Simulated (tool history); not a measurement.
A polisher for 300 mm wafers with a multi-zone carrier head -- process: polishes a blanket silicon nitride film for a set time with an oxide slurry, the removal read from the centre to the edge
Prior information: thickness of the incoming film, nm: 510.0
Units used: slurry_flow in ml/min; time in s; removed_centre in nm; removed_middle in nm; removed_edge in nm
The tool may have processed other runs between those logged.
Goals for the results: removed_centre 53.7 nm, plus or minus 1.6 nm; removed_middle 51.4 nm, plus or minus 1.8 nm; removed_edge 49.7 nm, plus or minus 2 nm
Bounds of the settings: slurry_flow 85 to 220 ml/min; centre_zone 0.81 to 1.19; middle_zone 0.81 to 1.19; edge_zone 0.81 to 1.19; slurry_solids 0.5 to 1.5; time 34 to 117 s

run,hour,slurry_flow,centre_zone,middle_zone,edge_zone,slurry_solids,time,removed_centre,removed_middle,removed_edge
1,0,140,1,1,1,1,75,66.141,65.738,69.857
2,4.3,140,1.01,1,0.96,0.85,75,61.487,61.251,62.504
3,8.7,140,1.01,1,0.96,1,75,66.781,66.606,68.298
4,10.7,140,1.01,1,0.96,1.1,75,70.715,70.63,70.681
5,12.5,140,1.01,1.08,0.96,1.1,75,71.125,72.644,69.563
6,18.7,140,1.01,1.08,0.92,1.1,75,69.922,75.654,69.68
7,21.9,140,1.04,1.07,0.91,0.95,74,65.817,68.054,64.386
8,25.2,140,1.06,1.07,0.89,0.85,73,62.666,62.309,59.792
9,29.9,135,1.07,1.07,0.87,0.8,73,60.728,60.011,56.48
10,36,125,1.07,1.05,0.86,0.8,73,59.181,58.603,55.125
11,44.3,115,1.07,1.03,0.85,0.8,73,58.55,58.323,54.358
12,46.6,110,1.07,1,0.84,0.8,73,57.954,56.221,53.986
13,51.8,105,1.07,0.99,0.83,0.8,73,57.959,55.52,53.55
14,56.2,95,1.06,0.98,0.81,0.65,73,51.02,47.809,46.416
15,64.1,100,1.06,0.99,0.82,0.65,73,51.351,48.494,47.32
16,67.4,100,1.06,0.99,0.82,0.65,73,51.642,48.502,47.451
17,70.9,105,1.06,1,0.83,0.65,73,51.192,48.333,47.49
18,76.2,135,1.07,1.04,0.85,0.7,73,55.302,55.017,51.872
19,84.6,125,1.07,1.03,0.85,0.7,73,55.231,55.245,51.311

Which of these 5 next moves meets every target?
A,93,90,1.14,1,0.82,0.8,63,?,?,?
B,93,160,1.15,1.14,0.86,0.6,76,?,?,?
C,93,175,0.98,1.13,0.9,0.65,70,?,?,?
D,93,195,1.12,1.18,0.81,0.5,85,?,?,?
E,93,90,1.13,1.03,0.87,0.95,61,?,?,?

move,removed_centre,removed_middle,removed_edge
A,50.989,46.677,45.949
B,56.742,57.127,50.221
C,49.967,55.496,50.037
D,56.679,59.681,49.233
E,53.637,50.634,49.912
A: pushes the last run's worst result past its target
B: further off than the last run
C: further off than the last run
D: further off than the last run
E: all results in spec
Answer: E

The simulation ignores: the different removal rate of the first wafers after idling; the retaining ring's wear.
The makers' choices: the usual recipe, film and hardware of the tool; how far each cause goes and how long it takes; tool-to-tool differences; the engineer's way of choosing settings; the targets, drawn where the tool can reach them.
